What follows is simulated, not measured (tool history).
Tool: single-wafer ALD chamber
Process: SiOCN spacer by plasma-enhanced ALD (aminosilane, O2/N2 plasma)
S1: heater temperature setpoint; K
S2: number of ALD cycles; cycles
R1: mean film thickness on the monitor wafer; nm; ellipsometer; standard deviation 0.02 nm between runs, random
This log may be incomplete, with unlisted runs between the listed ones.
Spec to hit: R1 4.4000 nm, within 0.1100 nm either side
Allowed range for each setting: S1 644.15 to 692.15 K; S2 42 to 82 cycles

run    day      S1  S2      R1
  1  0.000  668.15  62  3.8923
  2  0.308  660.15  62  3.9037
  3  0.346  660.15  63  3.9589
  4  0.375  654.15  63  3.9568
  5  0.517  664.15  63  3.9678
  6  0.658  669.15  63  3.9776
  7  0.858  669.15  64  4.0367
  8  0.883  669.15  65  4.0979

Pick the move, out of 4, that brings all results within their allowed miss; only one does.
  A  0.908  673.15  60   ?
  B  0.908  677.15  71   ?
  C  0.908  676.15  75   ?
  D  0.908  677.15  76   ?

move      R1
   A  3.7399
   B  4.3649
   C  4.6268
   D  4.6722
A: misses by more than the last run did
B: all results in spec
C: carries the result that was furthest off beyond its target, to the other side
D: carries the result that was furthest off beyond its target, to the other side
Move B is the one to make.
